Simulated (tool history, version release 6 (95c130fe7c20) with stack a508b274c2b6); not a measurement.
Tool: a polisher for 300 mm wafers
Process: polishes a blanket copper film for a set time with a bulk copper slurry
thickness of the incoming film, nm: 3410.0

run	hour	flow of slurry (ml/min)	pressure of the wafer on the pad (kPa)	speed of the pad under the wafer (m/s)	abrasive content of the slurry	polishing time (s)	film removed (Å)
1	0.0	175	19.3	1.40	1.0	61	7704.4
2	8.2	175	19.3	1.18	1.0	61	6684.9
3	12.2	175	21.4	1.18	1.0	61	7135.1
4	15.1	175	21.4	1.18	1.0	64	7717.5
5	16.4	180	22.8	1.18	1.0	64	8103.2
6	21.7	180	24.1	1.18	1.0	64	8640.4
7	26.4	180	24.8	1.18	1.0	64	8876.3

The next listed run, before its measurement:
8	35.0	180	24.8	1.18	1.0	64	?

{"run 8": {"film removed (Å)": 8840.2}}

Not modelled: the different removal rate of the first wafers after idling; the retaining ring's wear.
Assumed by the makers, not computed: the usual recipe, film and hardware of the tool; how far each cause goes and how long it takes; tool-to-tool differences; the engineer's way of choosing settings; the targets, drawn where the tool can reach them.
